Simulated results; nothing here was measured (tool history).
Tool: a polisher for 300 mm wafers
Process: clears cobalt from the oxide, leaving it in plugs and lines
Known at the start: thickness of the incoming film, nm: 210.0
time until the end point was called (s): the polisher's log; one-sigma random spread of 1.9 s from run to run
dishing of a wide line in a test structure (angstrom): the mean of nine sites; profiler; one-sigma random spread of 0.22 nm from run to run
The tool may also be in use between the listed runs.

run,day,flow of slurry (ml/min),pressure of the wafer on the pad (psi),speed of the pad under the wafer (m/s),overpolish time after the end point (s),time until the end point was called (s),dishing of a wide line in a test structure (angstrom)
1,0.000,145,2.1,1.06,21,41.387,428.440
2,0.346,125,2.1,1.06,21,40.129,437.010
3,0.583,90,2.1,1.06,21,43.768,434.230
4,0.629,110,1.9,0.94,18,51.489,369.940
5,0.800,110,1.7,0.94,18,56.012,360.320
6,0.838,115,1.6,0.84,16,67.055,307.320

What will run 7 give?
7,1.138,155,1.0,0.54,6,?,?

Run 7 measured time until the end point was called (s) 148.640, dishing of a wide line in a test structure (angstrom) 71.084.

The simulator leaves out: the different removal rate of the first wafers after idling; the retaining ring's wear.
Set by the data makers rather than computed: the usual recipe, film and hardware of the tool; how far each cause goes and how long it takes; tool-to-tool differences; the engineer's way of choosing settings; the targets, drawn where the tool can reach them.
